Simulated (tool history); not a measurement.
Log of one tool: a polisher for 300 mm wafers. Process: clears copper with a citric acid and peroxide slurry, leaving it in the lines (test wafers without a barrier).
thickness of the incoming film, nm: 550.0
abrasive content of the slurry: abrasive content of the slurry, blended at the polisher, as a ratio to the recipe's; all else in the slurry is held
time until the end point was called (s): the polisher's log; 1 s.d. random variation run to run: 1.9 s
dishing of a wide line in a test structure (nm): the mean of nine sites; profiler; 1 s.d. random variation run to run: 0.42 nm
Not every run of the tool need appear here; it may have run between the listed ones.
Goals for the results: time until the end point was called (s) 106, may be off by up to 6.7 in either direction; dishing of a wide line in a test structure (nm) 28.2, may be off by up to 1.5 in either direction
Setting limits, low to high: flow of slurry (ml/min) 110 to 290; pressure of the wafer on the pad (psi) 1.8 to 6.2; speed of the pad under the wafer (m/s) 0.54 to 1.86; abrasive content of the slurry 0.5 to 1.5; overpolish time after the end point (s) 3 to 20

| run | hour | flow of slurry (ml/min) | pressure of the wafer on the pad (psi) | speed of the pad under the wafer (m/s) | abrasive content of the slurry | overpolish time after the end point (s) | time until the end point was called (s) | dishing of a wide line in a test structure (nm) |
|---|---|---|---|---|---|---|---|---|
| 1 | 0 | 185 | 4 | 1.18 | 1 | 10 | 148.86 | 32.573 |
| 2 | 8.1 | 185 | 4.1 | 1.18 | 1 | 10 | 145.97 | 32.684 |
| 3 | 10.8 | 185 | 4.2 | 1.18 | 1 | 10 | 141.6 | 34.278 |
| 4 | 12.9 | 185 | 4.3 | 1.18 | 1 | 9 | 143.93 | 31.746 |
| 5 | 19.3 | 185 | 4.3 | 1.18 | 1 | 11 | 136 | 37.737 |
| 6 | 25.9 | 185 | 4.4 | 1.18 | 1 | 10 | 141.37 | 35.587 |
| 7 | 29.1 | 200 | 5.5 | 1.48 | 1.05 | 5 | 94.563 | 27.63 |
| 8 | 32.7 | 200 | 5.4 | 1.48 | 1.05 | 5 | 94.608 | 27.089 |

Pick the move, out of 5, that brings all results within their allowed miss; only one does.
| A | 36.3 | 260 | 5.4 | 1.24 | 1 | 5 | ? | ? |
| B | 36.3 | 215 | 5.2 | 1.62 | 1.05 | 5 | ? | ? |
| C | 36.3 | 195 | 5.4 | 1.32 | 1.05 | 5 | ? | ? |
| D | 36.3 | 180 | 5.2 | 1.44 | 1.05 | 5 | ? | ? |
| E | 36.3 | 225 | 5 | 1.46 | 0.75 | 6 | ? | ? |

| move | time until the end point was called (s) | dishing of a wide line in a test structure (nm) |
|---|---|---|
| A | 104.75 | 24.027 |
| B | 90.544 | 27.548 |
| C | 102.35 | 24.559 |
| D | 100.61 | 24.947 |
| E | 105.8 | 28.224 |
A: brings the last run's worst result on target, with another outside its allowed miss
B: misses by more than the last run did
C: brings the last run's worst result on target, with another outside its allowed miss
D: brings the last run's worst result on target, with another outside its allowed miss
E: hits every target within its allowed miss
Move E is the one to make.

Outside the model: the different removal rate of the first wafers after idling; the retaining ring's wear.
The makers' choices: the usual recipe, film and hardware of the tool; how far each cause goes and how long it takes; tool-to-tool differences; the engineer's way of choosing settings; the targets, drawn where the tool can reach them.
